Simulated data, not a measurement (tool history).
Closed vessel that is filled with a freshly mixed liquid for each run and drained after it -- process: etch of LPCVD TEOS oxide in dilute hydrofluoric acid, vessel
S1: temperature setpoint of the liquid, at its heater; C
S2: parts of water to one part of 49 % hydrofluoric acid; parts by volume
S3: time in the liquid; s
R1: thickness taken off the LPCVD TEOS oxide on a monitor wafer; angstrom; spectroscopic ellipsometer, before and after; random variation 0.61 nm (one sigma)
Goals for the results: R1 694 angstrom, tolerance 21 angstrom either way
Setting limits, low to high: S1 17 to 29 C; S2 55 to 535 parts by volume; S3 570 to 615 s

run    day    S1   S2   S3      R1
  1      0    21  295  570  364.08
  2  0.267    21  350  570  287.46
  3  0.562  22.5  315  570  352.84
  4  0.838  22.5  315  570  352.56
  5  1.075  20.5  315  570  328.31
  6  1.183  22.5  290  570  396.99
  7   1.55    24  270  570  454.55
  8  1.942    28  195  570  777.29
  9  2.333  27.5  195  570  762.87
 10  2.475    27  195  570  756.86
 11  2.821  26.5  195  570  734.71
 12  3.204    26  195  570   728.8

Pick the move, out of 5, that brings all results within their allowed miss; only one does.
  A  3.588  26.5  205  605   ?
  B  3.588  27.5  225  615   ?
  C  3.588  23.5  215  615   ?
  D  3.588  27.5  210  600   ?
  E  3.588  25.5  210  570   ?

move      R1
   A  739.28
   B   693.5
   C  635.64
   D  737.41
   E  652.27
A: its largest miss is bigger than the last run's
B: meets every target
C: the result that was furthest off in the last run now lies on the other side of its target
D: its largest miss is bigger than the last run's
E: the result that was furthest off in the last run now lies on the other side of its target
B meets every target.
